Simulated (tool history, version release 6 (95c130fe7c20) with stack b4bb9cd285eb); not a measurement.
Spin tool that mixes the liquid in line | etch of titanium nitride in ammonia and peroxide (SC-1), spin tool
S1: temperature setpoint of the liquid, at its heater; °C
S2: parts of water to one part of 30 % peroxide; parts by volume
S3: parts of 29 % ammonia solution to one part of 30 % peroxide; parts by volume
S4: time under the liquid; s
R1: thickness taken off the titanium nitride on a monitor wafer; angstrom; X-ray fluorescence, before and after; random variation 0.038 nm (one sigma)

| run | hour | S1 | S2 | S3 | S4 | R1 |
|---|---|---|---|---|---|---|
| 1 | 0.0 | 52.0 | 11.5 | 0.55 | 25 | 27.374 |
| 2 | 3.5 | 52.0 | 13.5 | 0.55 | 25 | 24.870 |
| 3 | 10.3 | 53.0 | 13.5 | 0.55 | 25 | 27.060 |
| 4 | 16.1 | 53.0 | 13.5 | 0.55 | 25 | 26.475 |
| 5 | 21.2 | 53.0 | 13.5 | 0.75 | 25 | 27.982 |
| 6 | 23.0 | 48.5 | 13.5 | 0.75 | 25 | 20.195 |
| 7 | 30.8 | 50.0 | 13.5 | 0.75 | 25 | 23.008 |
| 8 | 33.5 | 51.0 | 13.5 | 0.75 | 25 | 24.422 |

Forecast run 9:
| 9 | 40.5 | 52.0 | 13.5 | 0.75 | 25 | ? |

R1: 26.158 angstrom
